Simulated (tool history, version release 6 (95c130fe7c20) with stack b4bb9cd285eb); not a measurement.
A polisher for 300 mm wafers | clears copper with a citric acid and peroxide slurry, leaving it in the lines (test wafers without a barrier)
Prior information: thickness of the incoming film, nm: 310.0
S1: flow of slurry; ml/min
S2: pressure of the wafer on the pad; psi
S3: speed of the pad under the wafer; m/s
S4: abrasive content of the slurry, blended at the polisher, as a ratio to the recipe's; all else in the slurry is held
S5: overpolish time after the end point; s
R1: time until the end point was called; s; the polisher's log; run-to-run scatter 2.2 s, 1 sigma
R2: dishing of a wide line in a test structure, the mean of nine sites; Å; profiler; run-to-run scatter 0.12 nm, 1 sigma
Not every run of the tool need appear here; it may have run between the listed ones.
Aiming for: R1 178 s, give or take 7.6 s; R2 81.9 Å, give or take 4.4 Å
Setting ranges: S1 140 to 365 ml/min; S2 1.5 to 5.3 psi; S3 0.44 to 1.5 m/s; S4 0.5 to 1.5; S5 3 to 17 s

run	hour	S1	S2	S3	S4	S5	R1	R2
1	0	235	3.4	0.96	1	9	157.54	117.15
2	9	235	3.4	0.96	1.1	9	151.67	124.35
3	17.1	235	3	0.96	1.1	9	169.22	111.97
4	18.8	235	2.9	0.96	1.05	8	172.95	93.928
5	21.2	235	2.1	0.96	1.05	8	223.17	75.342
6	21.9	235	1.6	0.96	1.05	8	262.93	62.078
7	28.1	235	1.8	0.96	1.05	8	243.93	66.608
8	32.1	235	1.9	0.96	1.05	8	235.39	71.555
9	39	235	2	0.96	1.05	8	233.66	72.534
10	41.1	235	2.1	0.96	1.05	8	220.78	75.346

Which single option among these 4 for the next run brings every result within its allowed miss of target? Just one does.
A	43.2	240	2.1	1.06	1.1	7	?	?
B	43.2	205	2.3	1.16	1.15	7	?	?
C	43.2	245	2.1	1.02	1.35	7	?	?
D	43.2	240	2.1	0.66	1.05	13	?	?

move	R1	R2
A	200.09	73.15
B	176.8	82.402
C	197.87	73.941
D	309.41	87.214
A: gains on the last run, yet a result remains outside its allowed miss
B: each result inside its tolerance
C: gains on the last run, yet a result remains outside its allowed miss
D: further off than the last run
Correct choice: B, which meets every target
